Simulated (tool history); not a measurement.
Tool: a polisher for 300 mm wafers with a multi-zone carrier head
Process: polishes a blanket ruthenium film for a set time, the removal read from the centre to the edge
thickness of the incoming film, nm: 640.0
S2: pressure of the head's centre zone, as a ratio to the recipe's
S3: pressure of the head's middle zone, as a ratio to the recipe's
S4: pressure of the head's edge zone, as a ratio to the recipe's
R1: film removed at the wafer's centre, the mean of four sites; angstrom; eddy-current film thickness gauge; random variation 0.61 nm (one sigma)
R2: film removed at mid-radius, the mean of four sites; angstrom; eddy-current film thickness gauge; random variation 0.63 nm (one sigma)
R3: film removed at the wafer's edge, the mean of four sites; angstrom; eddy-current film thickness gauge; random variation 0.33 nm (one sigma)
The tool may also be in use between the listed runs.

{"run": 1, "hour": 0.0, "flow of slurry (ml/min)": 140, "S2": 1.0, "S3": 1.0, "S4": 1.0, "polishing time (s)": 62, "R1": 393.49, "R2": 367.35, "R3": 375.93}
{"run": 2, "hour": 3.3, "flow of slurry (ml/min)": 120, "S2": 1.0, "S3": 1.0, "S4": 1.0, "polishing time (s)": 62, "R1": 372.16, "R2": 360.6, "R3": 363.61}
{"run": 3, "hour": 11.5, "flow of slurry (ml/min)": 120, "S2": 1.0, "S3": 1.0, "S4": 0.93, "polishing time (s)": 62, "R1": 379.55, "R2": 355.36, "R3": 354.57}
{"run": 4, "hour": 15.7, "flow of slurry (ml/min)": 120, "S2": 1.0, "S3": 1.0, "S4": 0.93, "polishing time (s)": 47, "R1": 284.52, "R2": 272.19, "R3": 269.11}
{"run": 5, "hour": 21.5, "flow of slurry (ml/min)": 135, "S2": 1.0, "S3": 1.03, "S4": 0.97, "polishing time (s)": 51, "R1": 312.43, "R2": 304.94, "R3": 301.69}
{"run": 6, "hour": 26.8, "flow of slurry (ml/min)": 145, "S2": 1.01, "S3": 1.06, "S4": 1.0, "polishing time (s)": 55, "R1": 352.74, "R2": 343.98, "R3": 335.27}
{"run": 7, "hour": 32.8, "flow of slurry (ml/min)": 155, "S2": 1.01, "S3": 1.08, "S4": 1.03, "polishing time (s)": 57, "R1": 374.37, "R2": 373.9, "R3": 355.19}
{"run": 8, "hour": 41.0, "flow of slurry (ml/min)": 165, "S2": 1.01, "S3": 1.09, "S4": 1.06, "polishing time (s)": 59, "R1": 390.91, "R2": 386.62, "R3": 374.26}

Forecast run 9:
{"run": 9, "hour": 44.5, "flow of slurry (ml/min)": 170, "S2": 1.01, "S3": 1.1, "S4": 1.08, "polishing time (s)": 61, "R1": "?", "R2": "?", "R3": "?"}

{"run 9": {"R1": 407.55, "R2": 412.48, "R3": 389.32}}
